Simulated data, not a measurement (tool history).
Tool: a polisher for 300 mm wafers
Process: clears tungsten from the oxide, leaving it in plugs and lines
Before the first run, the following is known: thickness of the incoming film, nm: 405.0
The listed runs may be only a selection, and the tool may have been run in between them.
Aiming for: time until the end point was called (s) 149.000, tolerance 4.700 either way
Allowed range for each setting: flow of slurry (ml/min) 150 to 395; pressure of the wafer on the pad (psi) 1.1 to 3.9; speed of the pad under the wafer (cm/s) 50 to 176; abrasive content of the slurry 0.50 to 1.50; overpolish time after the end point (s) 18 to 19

run	day	flow of slurry (ml/min)	pressure of the wafer on the pad (psi)	speed of the pad under the wafer (cm/s)	abrasive content of the slurry	overpolish time after the end point (s)	time until the end point was called (s)
1	0.000	250	2.5	112	1.00	18	121.690
2	0.242	250	2.5	126	1.00	18	110.300
3	0.329	250	2.8	126	1.00	18	99.699
4	0.383	250	2.5	126	1.00	18	109.040
5	0.708	250	2.1	126	1.00	18	129.650
6	0.917	295	2.1	126	1.00	18	127.510
7	1.112	295	2.0	126	1.00	18	135.230
8	1.262	295	1.9	126	1.00	18	141.950

Of the 4 settings listed for the next run, only one would bring every result within its allowed miss of target. Which one?
A	1.412	270	2.0	118	0.90	19	?
B	1.412	235	1.8	142	1.05	19	?
C	1.412	245	2.0	140	0.95	18	?
D	1.412	365	1.9	138	0.70	19	?

move	time until the end point was called (s)
A	147.730
B	133.930
C	124.830
D	136.840
A: all results in spec
B: misses by more than the last run did
C: misses by more than the last run did
D: misses by more than the last run did
Correct choice: A, which meets every target

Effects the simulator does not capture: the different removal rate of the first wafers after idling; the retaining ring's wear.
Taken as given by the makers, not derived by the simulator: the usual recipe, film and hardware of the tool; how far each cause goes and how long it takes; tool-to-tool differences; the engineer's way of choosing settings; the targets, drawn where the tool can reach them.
